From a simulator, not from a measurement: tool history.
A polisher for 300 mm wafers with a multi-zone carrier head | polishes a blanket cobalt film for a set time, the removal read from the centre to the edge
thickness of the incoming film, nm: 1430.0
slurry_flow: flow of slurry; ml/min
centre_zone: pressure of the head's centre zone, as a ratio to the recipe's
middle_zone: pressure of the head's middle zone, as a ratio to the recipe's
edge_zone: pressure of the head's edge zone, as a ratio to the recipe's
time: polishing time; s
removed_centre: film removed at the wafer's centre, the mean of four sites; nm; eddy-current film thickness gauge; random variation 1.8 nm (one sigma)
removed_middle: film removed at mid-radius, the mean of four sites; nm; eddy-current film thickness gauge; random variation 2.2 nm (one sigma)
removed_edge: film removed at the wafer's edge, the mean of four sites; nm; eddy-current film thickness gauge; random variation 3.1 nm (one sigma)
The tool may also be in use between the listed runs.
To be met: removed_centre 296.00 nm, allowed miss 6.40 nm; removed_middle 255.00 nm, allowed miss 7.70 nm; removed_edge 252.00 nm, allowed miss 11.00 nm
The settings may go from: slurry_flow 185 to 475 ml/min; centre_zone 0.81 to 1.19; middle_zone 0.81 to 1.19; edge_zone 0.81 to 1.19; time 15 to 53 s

run    day  slurry_flow  centre_zone  middle_zone  edge_zone  time  removed_centre  removed_middle  removed_edge
  1  0.000          305         1.00         1.00       1.00    34          187.06          185.31        184.00
  2  0.125          305         1.00         1.00       0.97    34          186.92          186.55        179.10
  3  0.438          320         1.04         1.02       1.00    36          206.05          201.57        193.87
  4  0.717          320         0.99         1.02       1.00    36          196.52          202.14        191.85
  5  0.979          395         0.99         1.02       1.00    36          199.80          202.98        197.58
  6  1.338          395         1.03         1.02       1.00    36          209.43          205.66        196.56
  7  1.671          400         1.06         1.02       1.02    37          221.72          211.38        202.96
  8  1.800          420         1.16         1.04       1.12    44          284.57          251.93        250.29

Which of these 4 next moves meets every target?
  A  1.929          410         1.18         0.96       1.10    47               ?               ?             ?
  B  1.929          475         1.12         1.03       1.11    43               ?               ?             ?
  C  1.929          330         1.16         1.10       1.07    42               ?               ?             ?
  D  1.929          410         1.17         1.02       1.08    45               ?               ?             ?

move  removed_centre  removed_middle  removed_edge
   A          310.62          254.50        266.31
   B          272.03          249.04        245.93
   C          269.55          252.29        232.26
   D          294.99          256.47        252.51
A: takes the result that was furthest off past its target
B: further off than the last run
C: further off than the last run
D: meets every target
The right move is D.
